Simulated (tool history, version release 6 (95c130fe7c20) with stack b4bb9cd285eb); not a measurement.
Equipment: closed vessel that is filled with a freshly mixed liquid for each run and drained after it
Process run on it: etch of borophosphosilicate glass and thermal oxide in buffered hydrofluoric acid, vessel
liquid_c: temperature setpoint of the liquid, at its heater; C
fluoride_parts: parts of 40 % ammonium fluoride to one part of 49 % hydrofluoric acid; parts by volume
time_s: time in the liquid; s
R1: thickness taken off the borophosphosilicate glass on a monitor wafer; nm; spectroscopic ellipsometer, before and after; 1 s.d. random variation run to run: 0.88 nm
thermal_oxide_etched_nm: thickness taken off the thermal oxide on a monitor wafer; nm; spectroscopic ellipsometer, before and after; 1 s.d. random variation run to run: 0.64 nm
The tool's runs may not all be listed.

Run 1, hour 0.0: liquid_c 20.0 C, fluoride_parts 10.0 parts by volume, time_s 60 s. Result: R1 72.188 nm, thermal_oxide_etched_nm 51.977 nm.
Run 2, hour 7.2: liquid_c 20.0 C, fluoride_parts 8.5 parts by volume, time_s 60 s. Result: R1 83.716 nm, thermal_oxide_etched_nm 59.290 nm.
Run 3, hour 13.0: liquid_c 20.0 C, fluoride_parts 11.0 parts by volume, time_s 60 s. Result: R1 65.441 nm, thermal_oxide_etched_nm 47.664 nm.
Run 4, hour 18.5: liquid_c 20.0 C, fluoride_parts 11.0 parts by volume, time_s 85 s. Result: R1 93.422 nm, thermal_oxide_etched_nm 67.788 nm.
Run 5, hour 26.6: liquid_c 20.0 C, fluoride_parts 11.0 parts by volume, time_s 75 s. Result: R1 81.603 nm, thermal_oxide_etched_nm 59.085 nm.
Run 6, hour 34.6: liquid_c 21.0 C, fluoride_parts 11.0 parts by volume, time_s 75 s. Result: R1 86.247 nm, thermal_oxide_etched_nm 63.783 nm.
Run 7, hour 37.4: liquid_c 21.5 C, fluoride_parts 10.5 parts by volume, time_s 75 s. Result: R1 95.134 nm, thermal_oxide_etched_nm 66.995 nm.

Predict the results of run 8:
Run 8, hour 39.6: liquid_c 21.5 C, fluoride_parts 10.0 parts by volume, time_s 75 s. Result: R1 ?, thermal_oxide_etched_nm ?.

Run 8 produced R1 98.032 nm, thermal_oxide_etched_nm 71.937 nm.
